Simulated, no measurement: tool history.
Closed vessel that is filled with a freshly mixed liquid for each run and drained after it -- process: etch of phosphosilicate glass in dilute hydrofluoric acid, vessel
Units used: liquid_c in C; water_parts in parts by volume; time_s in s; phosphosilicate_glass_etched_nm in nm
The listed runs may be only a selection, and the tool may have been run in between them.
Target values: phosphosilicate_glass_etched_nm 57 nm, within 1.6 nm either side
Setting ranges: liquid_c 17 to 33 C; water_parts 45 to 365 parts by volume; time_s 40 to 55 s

run	hour	liquid_c	water_parts	time_s	phosphosilicate_glass_etched_nm
1	0	25	205	55	27.599
2	2.9	26	195	55	30.373
3	5.5	26	145	55	42.713
4	8.5	26	175	55	34.839
5	16.8	26.5	170	55	35.93
6	20	28.5	170	55	39.176
7	23.4	29	165	55	41.617
8	32.2	29.5	160	55	42.894
9	35.2	30	155	55	46.324
10	38.2	30.5	155	55	47.712
11	39.9	31	155	55	47.429
12	42.9	32	145	55	54.096
13	45.8	32.5	145	55	54.145

Of the 5 settings listed for the next run, only one would bring every result within its allowed miss of target. Which one?
A	48.7	31.5	125	50	?
B	48.7	32.5	150	55	?
C	48.7	33	160	55	?
D	48.7	32.5	140	50	?
E	48.7	33	145	50	?

move	phosphosilicate_glass_etched_nm
A	56.408
B	51.744
C	48.684
D	51.108
E	49.869
A: all results in spec
B: further off than the last run
C: further off than the last run
D: further off than the last run
E: further off than the last run
Correct choice: A, which meets every target

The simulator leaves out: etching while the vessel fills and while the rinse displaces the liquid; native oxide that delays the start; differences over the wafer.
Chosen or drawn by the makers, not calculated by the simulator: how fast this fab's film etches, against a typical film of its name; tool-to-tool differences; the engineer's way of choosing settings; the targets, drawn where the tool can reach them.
